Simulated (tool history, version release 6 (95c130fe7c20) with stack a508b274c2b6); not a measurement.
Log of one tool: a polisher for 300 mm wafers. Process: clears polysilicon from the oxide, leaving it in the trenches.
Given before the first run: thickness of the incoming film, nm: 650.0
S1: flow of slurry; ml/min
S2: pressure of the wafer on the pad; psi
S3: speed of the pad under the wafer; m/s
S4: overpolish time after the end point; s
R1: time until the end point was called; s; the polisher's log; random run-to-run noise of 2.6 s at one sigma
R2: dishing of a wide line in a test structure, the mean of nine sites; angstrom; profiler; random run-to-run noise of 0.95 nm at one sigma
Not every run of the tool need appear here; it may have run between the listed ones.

run	day	S1	S2	S3	S4	R1	R2
1	0.000	130	2.8	0.76	25	71.971	600.89
2	0.121	130	2.5	0.74	27	78.394	598.90
3	0.488	105	2.5	0.74	27	84.409	590.32
4	0.788	105	2.5	0.74	18	81.650	564.57
5	1.100	105	2.5	0.88	18	66.179	584.35
6	1.425	105	2.5	0.72	18	86.207	553.72
7	1.646	105	2.2	0.70	22	92.846	572.14

What does the tool deliver on the next run?
8	1.975	105	2.0	0.68	24	?	?

Logged for run 8: R1 102.440 s, R2 573.73 angstrom.
